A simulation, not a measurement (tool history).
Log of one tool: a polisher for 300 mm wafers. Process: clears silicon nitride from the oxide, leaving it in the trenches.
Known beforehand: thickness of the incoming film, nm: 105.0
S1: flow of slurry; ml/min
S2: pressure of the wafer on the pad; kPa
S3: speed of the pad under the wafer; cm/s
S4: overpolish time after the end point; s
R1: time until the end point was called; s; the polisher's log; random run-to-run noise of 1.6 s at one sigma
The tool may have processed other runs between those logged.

run  hour   S1    S2   S3  S4      R1
  1   0.0  165  14.5  120  26  141.46
  2   6.9  165  15.9  122  26  130.20
  3   8.6  165  15.9  122  28  128.14
  4  13.1  165  19.3  122  28  109.82
  5  16.2  165  19.3   92  28  143.87
  6  22.1  165  19.3   92  28  142.90
  7  23.9  165  20.0  100  28  128.02
  8  27.3  165  20.7  106  28  116.21
  9  32.2  165  20.7  110  28  109.17
 10  37.9  165  20.7  110  28  113.78
 11  38.5  165  20.7  114  28  112.28

Forecast run 12:
 12  44.2  165  20.7  118  28   ?

{"run 12": {"R1": 102.4}}
